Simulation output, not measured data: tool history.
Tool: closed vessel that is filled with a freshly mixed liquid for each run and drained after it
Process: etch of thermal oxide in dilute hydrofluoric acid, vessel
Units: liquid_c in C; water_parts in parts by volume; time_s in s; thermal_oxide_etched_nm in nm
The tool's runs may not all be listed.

run  hour  liquid_c  water_parts  time_s  thermal_oxide_etched_nm
  1   0.0      21.0           60     530                   45.671
  2   7.4      21.0           45     530                   61.556
  3  11.3      17.5           45     530                   52.898
  4  15.8      17.5           45     570                   57.129
  5  24.8      17.5           45     530                   52.850
  6  31.2      17.5           55     530                   42.995

The next listed run, before its measurement:
  7  35.8      17.5           65     530                        ?

thermal_oxide_etched_nm: 35.880 nm

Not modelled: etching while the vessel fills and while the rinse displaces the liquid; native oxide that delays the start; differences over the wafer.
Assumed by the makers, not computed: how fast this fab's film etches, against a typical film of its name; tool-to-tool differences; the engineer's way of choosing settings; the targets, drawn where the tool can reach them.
